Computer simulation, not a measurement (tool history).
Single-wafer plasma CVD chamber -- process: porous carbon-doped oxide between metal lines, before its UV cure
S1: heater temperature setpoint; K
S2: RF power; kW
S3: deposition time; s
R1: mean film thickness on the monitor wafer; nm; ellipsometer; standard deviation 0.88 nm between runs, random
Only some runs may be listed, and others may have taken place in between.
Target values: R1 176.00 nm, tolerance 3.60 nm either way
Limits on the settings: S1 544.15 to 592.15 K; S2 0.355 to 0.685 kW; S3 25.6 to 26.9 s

| run | hour | S1 | S2 | S3 | R1 |
|---|---|---|---|---|---|
| 1 | 0.0 | 568.15 | 0.520 | 26.9 | 152.72 |
| 2 | 6.4 | 564.15 | 0.525 | 26.9 | 156.07 |
| 3 | 10.9 | 561.15 | 0.535 | 26.9 | 161.35 |
| 4 | 17.5 | 561.15 | 0.535 | 26.9 | 160.02 |
| 5 | 25.6 | 561.15 | 0.535 | 25.6 | 154.26 |
| 6 | 30.2 | 559.15 | 0.545 | 25.6 | 156.31 |
| 7 | 38.4 | 557.15 | 0.560 | 25.7 | 164.59 |
| 8 | 42.4 | 555.15 | 0.560 | 25.7 | 166.25 |
| 9 | 50.4 | 553.15 | 0.560 | 25.7 | 166.10 |
| 10 | 59.3 | 553.15 | 0.560 | 25.7 | 165.92 |
| 11 | 61.8 | 553.15 | 0.560 | 25.7 | 166.32 |
| 12 | 69.9 | 552.15 | 0.565 | 25.7 | 168.75 |
| 13 | 76.0 | 551.15 | 0.565 | 25.7 | 168.97 |

Which single option among these 5 for the next run brings every result within its allowed miss of target? Just one does.
| A | 82.1 | 544.15 | 0.515 | 26.0 | ? |
| B | 82.1 | 545.15 | 0.530 | 25.6 | ? |
| C | 82.1 | 555.15 | 0.575 | 26.9 | ? |
| D | 82.1 | 557.15 | 0.545 | 26.7 | ? |
| E | 82.1 | 544.15 | 0.525 | 26.0 | ? |

| move | R1 |
|---|---|
| A | 167.81 |
| B | 168.03 |
| C | 177.18 |
| D | 167.19 |
| E | 170.30 |
A: further off than the last run
B: further off than the last run
C: hits every target within its allowed miss
D: further off than the last run
E: an improvement on the last run, though not all results are within tolerance
Move C is the one to make.
